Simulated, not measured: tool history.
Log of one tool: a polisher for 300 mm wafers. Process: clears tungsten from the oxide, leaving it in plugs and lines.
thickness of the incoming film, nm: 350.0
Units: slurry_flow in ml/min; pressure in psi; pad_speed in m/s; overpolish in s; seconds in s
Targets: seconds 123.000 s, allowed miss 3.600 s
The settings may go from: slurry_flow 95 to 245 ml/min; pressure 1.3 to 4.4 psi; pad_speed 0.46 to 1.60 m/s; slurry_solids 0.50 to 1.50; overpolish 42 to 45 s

run 1 day=0.000 | slurry_flow=155 pressure=2.8 pad_speed=1.02 slurry_solids=1.00 overpolish=42 | seconds=84.517
run 2 day=0.258 | slurry_flow=155 pressure=2.8 pad_speed=1.02 slurry_solids=1.00 overpolish=42 | seconds=84.807
run 3 day=0.608 | slurry_flow=150 pressure=2.6 pad_speed=1.02 slurry_solids=1.00 overpolish=42 | seconds=90.280
run 4 day=0.738 | slurry_flow=150 pressure=2.6 pad_speed=1.02 slurry_solids=1.00 overpolish=45 | seconds=89.126
run 5 day=1.021 | slurry_flow=150 pressure=2.6 pad_speed=1.02 slurry_solids=0.85 overpolish=45 | seconds=93.363
run 6 day=1.225 | slurry_flow=150 pressure=2.6 pad_speed=1.02 slurry_solids=1.00 overpolish=45 | seconds=90.080
run 7 day=1.425 | slurry_flow=150 pressure=2.4 pad_speed=1.02 slurry_solids=1.00 overpolish=45 | seconds=95.890
run 8 day=1.696 | slurry_flow=125 pressure=1.6 pad_speed=1.02 slurry_solids=1.00 overpolish=45 | seconds=133.000
run 9 day=1.992 | slurry_flow=130 pressure=1.6 pad_speed=1.02 slurry_solids=1.00 overpolish=45 | seconds=132.930
run 10 day=2.133 | slurry_flow=135 pressure=1.6 pad_speed=1.02 slurry_solids=1.00 overpolish=45 | seconds=133.460

4 next moves are on the table. One of them brings every result within its allowed miss. Which?
run A day=2.275 | slurry_flow=120 pressure=2.0 pad_speed=1.04 slurry_solids=1.00 overpolish=42 | seconds=?
run B day=2.275 | slurry_flow=120 pressure=2.1 pad_speed=1.06 slurry_solids=0.60 overpolish=43 | seconds=?
run C day=2.275 | slurry_flow=135 pressure=1.7 pad_speed=1.06 slurry_solids=0.95 overpolish=45 | seconds=?
run D day=2.275 | slurry_flow=120 pressure=1.8 pad_speed=1.10 slurry_solids=1.00 overpolish=42 | seconds=?

move=A seconds=111.840
move=B seconds=114.280
move=C seconds=122.110
move=D seconds=114.300
A: takes the result that was furthest off past its target
B: takes the result that was furthest off past its target
C: meets every target
D: takes the result that was furthest off past its target
Move C is the one to make.
